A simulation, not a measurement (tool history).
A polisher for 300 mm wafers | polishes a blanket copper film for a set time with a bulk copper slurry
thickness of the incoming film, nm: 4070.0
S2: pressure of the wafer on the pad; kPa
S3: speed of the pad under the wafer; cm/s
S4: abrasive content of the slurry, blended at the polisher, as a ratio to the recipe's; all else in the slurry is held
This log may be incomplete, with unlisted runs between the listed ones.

run 1 hour=0.0 | flow_of_slurry_(ml/min)=150 S2=20.7 S3=142 S4=1.00 polishing_time_(s)=51 | film_removed_(angstrom)=5526.1
run 2 hour=7.9 | flow_of_slurry_(ml/min)=150 S2=20.7 S3=142 S4=1.00 polishing_time_(s)=45 | film_removed_(angstrom)=4945.6
run 3 hour=11.2 | flow_of_slurry_(ml/min)=150 S2=20.7 S3=142 S4=1.00 polishing_time_(s)=45 | film_removed_(angstrom)=4935.4
run 4 hour=19.5 | flow_of_slurry_(ml/min)=150 S2=20.7 S3=124 S4=1.00 polishing_time_(s)=45 | film_removed_(angstrom)=4478.6
run 5 hour=21.0 | flow_of_slurry_(ml/min)=135 S2=20.7 S3=124 S4=1.00 polishing_time_(s)=45 | film_removed_(angstrom)=4391.3
run 6 hour=29.8 | flow_of_slurry_(ml/min)=135 S2=20.7 S3=124 S4=1.15 polishing_time_(s)=45 | film_removed_(angstrom)=4500.2

Run 7 is up next; what results do you expect?
-- hour=31.4 slurry blender recalibrated
run 7 hour=31.4 | flow_of_slurry_(ml/min)=145 S2=23.4 S3=130 S4=1.15 polishing_time_(s)=45 | film_removed_(angstrom)=?

{"run 7": {"film removed (angstrom)": 5590.7}}

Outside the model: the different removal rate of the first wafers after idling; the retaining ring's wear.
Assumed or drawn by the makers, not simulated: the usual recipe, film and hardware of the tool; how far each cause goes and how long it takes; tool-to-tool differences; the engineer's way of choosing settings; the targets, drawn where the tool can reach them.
